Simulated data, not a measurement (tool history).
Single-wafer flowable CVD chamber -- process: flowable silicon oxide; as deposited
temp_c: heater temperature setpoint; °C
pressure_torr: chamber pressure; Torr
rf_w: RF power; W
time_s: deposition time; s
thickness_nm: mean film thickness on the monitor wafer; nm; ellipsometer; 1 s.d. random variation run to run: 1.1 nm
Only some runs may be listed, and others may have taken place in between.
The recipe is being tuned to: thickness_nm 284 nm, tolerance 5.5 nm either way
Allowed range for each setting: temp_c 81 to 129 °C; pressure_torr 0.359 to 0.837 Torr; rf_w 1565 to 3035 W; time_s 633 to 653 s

Run 1, hour 0: temp_c 105 °C, pressure_torr 0.598 Torr, rf_w 2300 W, time_s 633 s. Result: thickness_nm 226.27 nm.
Run 2, hour 5.1: temp_c 104 °C, pressure_torr 0.598 Torr, rf_w 2300 W, time_s 633 s. Result: thickness_nm 230.97 nm.
Run 3, hour 12.4: temp_c 104 °C, pressure_torr 0.558 Torr, rf_w 2300 W, time_s 633 s. Result: thickness_nm 216.94 nm.
Run 4, hour 21.2: temp_c 103 °C, pressure_torr 0.558 Torr, rf_w 2300 W, time_s 633 s. Result: thickness_nm 223.86 nm.
Run 5, hour 26.8: temp_c 103 °C, pressure_torr 0.618 Torr, rf_w 2300 W, time_s 633 s. Result: thickness_nm 246.17 nm.
Run 6, hour 34.6: temp_c 102 °C, pressure_torr 0.618 Torr, rf_w 2300 W, time_s 633 s. Result: thickness_nm 254.19 nm.
Run 7, hour 38.3: temp_c 100 °C, pressure_torr 0.618 Torr, rf_w 2300 W, time_s 633 s. Result: thickness_nm 271.29 nm.
Run 8, hour 43.5: temp_c 99 °C, pressure_torr 0.618 Torr, rf_w 2300 W, time_s 633 s. Result: thickness_nm 277.75 nm.

Pick the move, out of 5, that brings all results within their allowed miss; only one does.
Run A, hour 48.7: temp_c 102 °C, pressure_torr 0.622 Torr, rf_w 2300 W, time_s 653 s. Result: thickness_nm ?.
Run B, hour 48.7: temp_c 98 °C, pressure_torr 0.593 Torr, rf_w 2220 W, time_s 633 s. Result: thickness_nm ?.
Run C, hour 48.7: temp_c 97 °C, pressure_torr 0.545 Torr, rf_w 2545 W, time_s 653 s. Result: thickness_nm ?.
Run D, hour 48.7: temp_c 99 °C, pressure_torr 0.641 Torr, rf_w 2225 W, time_s 633 s. Result: thickness_nm ?.
Run E, hour 48.7: temp_c 108 °C, pressure_torr 0.775 Torr, rf_w 2270 W, time_s 639 s. Result: thickness_nm ?.

move  thickness_nm
   A        263.18
   B        272.14
   C        273.25
   D        285.58
   E         267.8
A: lands further from the targets than the last run did
B: lands further from the targets than the last run did
C: lands further from the targets than the last run did
D: every result within its allowed miss
E: lands further from the targets than the last run did
Correct choice: D, which meets every target
